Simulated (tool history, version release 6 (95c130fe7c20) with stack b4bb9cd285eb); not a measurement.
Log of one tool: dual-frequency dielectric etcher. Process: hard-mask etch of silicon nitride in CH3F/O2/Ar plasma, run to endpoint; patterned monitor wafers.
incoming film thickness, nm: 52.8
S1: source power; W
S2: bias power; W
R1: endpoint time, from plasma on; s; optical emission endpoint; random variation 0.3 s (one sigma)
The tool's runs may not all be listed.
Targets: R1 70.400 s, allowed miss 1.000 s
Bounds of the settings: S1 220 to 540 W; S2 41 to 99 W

run,hour,S1,S2,R1
1,0.0,380,70,82.359
2,2.6,380,82,76.110
3,3.8,430,82,72.295
4,8.3,360,82,77.898
5,8.9,370,82,77.225
6,14.2,370,91,72.726
7,17.1,390,91,71.148
8,22.7,390,91,71.370

4 next moves are on the table. One of them brings every result within its allowed miss. Which?
A,28.3,400,86,?
B,28.3,370,90,?
C,28.3,340,99,?
D,28.3,410,90,?

move,R1
A,72.902
B,73.713
C,72.955
D,70.556
A: further off than the last run
B: further off than the last run
C: further off than the last run
D: meets every target
The right move is D.
